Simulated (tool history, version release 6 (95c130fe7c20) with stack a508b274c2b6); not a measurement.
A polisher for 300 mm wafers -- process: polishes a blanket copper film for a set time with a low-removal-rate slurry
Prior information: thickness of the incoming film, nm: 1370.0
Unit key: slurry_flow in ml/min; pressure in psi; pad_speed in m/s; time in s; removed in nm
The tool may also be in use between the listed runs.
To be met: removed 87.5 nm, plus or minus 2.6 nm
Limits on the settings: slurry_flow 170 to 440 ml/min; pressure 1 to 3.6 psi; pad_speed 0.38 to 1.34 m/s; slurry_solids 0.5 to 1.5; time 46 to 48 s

| run | day | slurry_flow | pressure | pad_speed | slurry_solids | time | removed |
|---|---|---|---|---|---|---|---|
| 1 | 0 | 280 | 2.3 | 0.86 | 1 | 46 | 76.857 |
| 2 | 0.117 | 280 | 2.3 | 0.86 | 1 | 48 | 80.236 |
| 3 | 0.4 | 285 | 2.4 | 0.86 | 1 | 48 | 84.519 |
| 4 | 0.55 | 285 | 2.4 | 0.86 | 0.8 | 48 | 77.918 |
| 5 | 0.896 | 285 | 2.4 | 0.86 | 0.8 | 46 | 74.406 |
| 6 | 1.188 | 220 | 2.4 | 0.86 | 0.8 | 46 | 74.105 |
| 7 | 1.404 | 220 | 2.5 | 0.86 | 0.8 | 46 | 75.759 |
| 8 | 1.454 | 220 | 2.6 | 0.86 | 0.8 | 46 | 78.187 |
| 9 | 1.554 | 220 | 2.7 | 0.86 | 0.8 | 46 | 79.669 |
| 10 | 1.892 | 220 | 2.8 | 0.86 | 0.8 | 46 | 82.94 |

Which of these 5 next moves meets every target?
| A | 2.229 | 210 | 2.9 | 0.72 | 0.9 | 46 | ? |
| B | 2.229 | 215 | 2.9 | 0.82 | 0.85 | 48 | ? |
| C | 2.229 | 170 | 2.6 | 0.9 | 0.7 | 46 | ? |
| D | 2.229 | 230 | 2.9 | 0.86 | 0.6 | 46 | ? |
| E | 2.229 | 215 | 2.5 | 0.92 | 0.8 | 46 | ? |

| move | removed |
|---|---|
| A | 74.217 |
| B | 86.704 |
| C | 75.182 |
| D | 79.193 |
| E | 80.306 |
A: further off than the last run
B: all results in spec
C: further off than the last run
D: further off than the last run
E: further off than the last run
Correct choice: B, which meets every target
